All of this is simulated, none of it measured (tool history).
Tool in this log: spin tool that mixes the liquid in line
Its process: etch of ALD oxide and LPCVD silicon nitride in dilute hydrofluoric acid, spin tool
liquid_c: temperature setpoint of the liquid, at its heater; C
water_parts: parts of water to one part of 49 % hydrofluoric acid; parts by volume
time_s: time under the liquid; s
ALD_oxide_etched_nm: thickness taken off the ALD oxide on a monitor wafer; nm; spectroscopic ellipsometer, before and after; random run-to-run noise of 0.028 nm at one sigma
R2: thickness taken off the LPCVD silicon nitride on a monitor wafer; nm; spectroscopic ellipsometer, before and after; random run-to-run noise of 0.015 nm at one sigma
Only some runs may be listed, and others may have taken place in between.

{"run": 1, "hour": 0.0, "liquid_c": 24, "water_parts": 65, "time_s": 60, "ALD_oxide_etched_nm": 15.699, "R2": 0.51982}
{"run": 2, "hour": 8.1, "liquid_c": 24, "water_parts": 65, "time_s": 75, "ALD_oxide_etched_nm": 19.633, "R2": 0.62253}
{"run": 3, "hour": 10.9, "liquid_c": 22.5, "water_parts": 80, "time_s": 75, "ALD_oxide_etched_nm": 14.762, "R2": 0.486}
{"run": 4, "hour": 19.8, "liquid_c": 22.5, "water_parts": 80, "time_s": 50, "ALD_oxide_etched_nm": 9.7811, "R2": 0.30266}
{"run": 5, "hour": 26.2, "liquid_c": 20, "water_parts": 80, "time_s": 50, "ALD_oxide_etched_nm": 8.9047, "R2": 0.27767}
{"run": 6, "hour": 30.5, "liquid_c": 19, "water_parts": 80, "time_s": 50, "ALD_oxide_etched_nm": 8.5326, "R2": 0.26074}
{"run": 7, "hour": 34.6, "liquid_c": 18.5, "water_parts": 80, "time_s": 50, "ALD_oxide_etched_nm": 8.314, "R2": 0.21288}
{"run": 8, "hour": 40.0, "liquid_c": 19.5, "water_parts": 85, "time_s": 50, "ALD_oxide_etched_nm": 8.0615, "R2": 0.22865}

Run 9 is up next; what results do you expect?
{"run": 9, "hour": 43.1, "liquid_c": 20, "water_parts": 90, "time_s": 50, "ALD_oxide_etched_nm": "?", "R2": "?"}

Run 9 measured ALD_oxide_etched_nm 7.8151 nm, R2 0.24224 nm.

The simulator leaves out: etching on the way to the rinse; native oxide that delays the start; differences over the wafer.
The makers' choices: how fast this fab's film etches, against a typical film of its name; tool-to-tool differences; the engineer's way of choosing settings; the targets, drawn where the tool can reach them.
